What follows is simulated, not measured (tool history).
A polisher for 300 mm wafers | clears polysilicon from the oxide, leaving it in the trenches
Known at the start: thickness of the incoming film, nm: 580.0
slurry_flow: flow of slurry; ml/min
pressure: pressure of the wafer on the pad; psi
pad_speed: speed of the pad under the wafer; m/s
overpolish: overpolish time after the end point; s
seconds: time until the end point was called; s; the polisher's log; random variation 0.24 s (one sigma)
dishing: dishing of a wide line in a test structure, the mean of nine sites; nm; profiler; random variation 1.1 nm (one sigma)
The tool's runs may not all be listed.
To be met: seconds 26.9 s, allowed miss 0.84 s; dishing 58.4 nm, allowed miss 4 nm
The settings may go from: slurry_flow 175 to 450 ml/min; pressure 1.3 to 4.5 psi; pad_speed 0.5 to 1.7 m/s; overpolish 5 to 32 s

{"run": 1, "hour": 0.0, "slurry_flow": 290, "pressure": 2.9, "pad_speed": 1.1, "overpolish": 16, "seconds": 27.316, "dishing": 89.685}
{"run": 2, "hour": 1.8, "slurry_flow": 290, "pressure": 2.9, "pad_speed": 1.1, "overpolish": 15, "seconds": 27.303, "dishing": 89.464}
{"run": 3, "hour": 4.2, "slurry_flow": 290, "pressure": 3.5, "pad_speed": 1.1, "overpolish": 15, "seconds": 23.533, "dishing": 92.846}
{"run": 4, "hour": 8.3, "slurry_flow": 290, "pressure": 3.3, "pad_speed": 1.12, "overpolish": 14, "seconds": 23.892, "dishing": 90.93}
{"run": 5, "hour": 13.8, "slurry_flow": 255, "pressure": 3.3, "pad_speed": 1.12, "overpolish": 14, "seconds": 23.982, "dishing": 90.429}
{"run": 6, "hour": 19.9, "slurry_flow": 245, "pressure": 3.2, "pad_speed": 1.14, "overpolish": 13, "seconds": 24.142, "dishing": 91.148}
{"run": 7, "hour": 28.0, "slurry_flow": 265, "pressure": 3.1, "pad_speed": 1.14, "overpolish": 12, "seconds": 25.448, "dishing": 89.966}
{"run": 8, "hour": 30.4, "slurry_flow": 280, "pressure": 3.1, "pad_speed": 1.12, "overpolish": 11, "seconds": 25.006, "dishing": 87.408}
{"run": 9, "hour": 33.0, "slurry_flow": 295, "pressure": 3, "pad_speed": 1.12, "overpolish": 10, "seconds": 26.008, "dishing": 79.661}

Which of these 5 next moves meets every target?
{"run": "A", "hour": 35.6, "slurry_flow": 300, "pressure": 2.7, "pad_speed": 1.16, "overpolish": 8, "seconds": "?", "dishing": "?"}
{"run": "B", "hour": 35.6, "slurry_flow": 305, "pressure": 2.9, "pad_speed": 1.1, "overpolish": 5, "seconds": "?", "dishing": "?"}
{"run": "C", "hour": 35.6, "slurry_flow": 305, "pressure": 2.7, "pad_speed": 1.16, "overpolish": 7, "seconds": "?", "dishing": "?"}
{"run": "D", "hour": 35.6, "slurry_flow": 305, "pressure": 2.8, "pad_speed": 1.08, "overpolish": 5, "seconds": "?", "dishing": "?"}
{"run": "E", "hour": 35.6, "slurry_flow": 345, "pressure": 4, "pad_speed": 0.8, "overpolish": 5, "seconds": "?", "dishing": "?"}

move=A seconds=27.244 dishing=73.018
move=B seconds=27.111 dishing=57.399
move=C seconds=27.218 dishing=68.743
move=D seconds=28.363 dishing=55.845
move=E seconds=28.223 dishing=56.015
A: nearer than the last run, and not there yet
B: meets every target
C: nearer than the last run, and not there yet
D: brings the result that was furthest off to its target, and leaves another outside
E: brings the result that was furthest off to its target, and leaves another outside
Answer: B

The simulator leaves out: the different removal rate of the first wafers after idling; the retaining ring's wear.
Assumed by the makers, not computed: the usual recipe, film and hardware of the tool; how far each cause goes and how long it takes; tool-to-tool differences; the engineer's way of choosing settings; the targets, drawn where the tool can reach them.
